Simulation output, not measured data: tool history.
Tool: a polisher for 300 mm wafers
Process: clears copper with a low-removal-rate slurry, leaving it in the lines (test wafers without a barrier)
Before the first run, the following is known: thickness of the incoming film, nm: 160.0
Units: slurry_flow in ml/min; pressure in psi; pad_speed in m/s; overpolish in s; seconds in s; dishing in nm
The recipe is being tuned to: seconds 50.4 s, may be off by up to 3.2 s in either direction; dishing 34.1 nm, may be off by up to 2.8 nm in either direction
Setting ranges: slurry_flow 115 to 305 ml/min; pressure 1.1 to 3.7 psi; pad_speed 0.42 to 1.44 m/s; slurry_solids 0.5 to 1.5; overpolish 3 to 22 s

run	hour	slurry_flow	pressure	pad_speed	slurry_solids	overpolish	seconds	dishing
1	0	195	2.4	0.92	1	11	60.836	19.65
2	5.9	195	2.4	0.92	0.85	11	61.852	19.534
3	7.8	195	2.5	0.92	0.85	12	60.708	20.934
4	14	195	2.6	0.92	0.85	13	57.965	24.03
5	16.3	195	2.7	0.92	0.85	14	54.945	26.258
6	18.5	195	2.7	0.92	0.85	10	54.873	20.482
7	21.6	195	2.8	0.92	0.85	12	54.611	24.1
8	23.8	195	2.9	0.92	0.85	13	51.614	26.051
9	28.1	195	2.9	0.92	0.85	14	53.82	28.955
10	32.7	195	2.9	0.92	0.85	14	53.199	28.701

Exactly one of the 5 candidate moves below puts every result within its allowed miss. Which one?
A	37.3	200	3.2	0.86	0.95	16	?	?
B	37.3	220	2.9	0.86	0.8	14	?	?
C	37.3	220	2.6	0.9	0.8	19	?	?
D	37.3	205	3	0.76	1	14	?	?
E	37.3	175	2.9	0.9	0.8	15	?	?

move	seconds	dishing
A	50.013	34.516
B	56.545	27.469
C	60.179	33.756
D	59.101	26.446
E	55.99	29.448
A: all results land within tolerance of their targets
B: its largest miss is bigger than the last run's
C: meets the target for the result that was furthest off, but another lies outside its allowed miss
D: its largest miss is bigger than the last run's
E: better than the last run, though not everything is in spec
The right move is A.

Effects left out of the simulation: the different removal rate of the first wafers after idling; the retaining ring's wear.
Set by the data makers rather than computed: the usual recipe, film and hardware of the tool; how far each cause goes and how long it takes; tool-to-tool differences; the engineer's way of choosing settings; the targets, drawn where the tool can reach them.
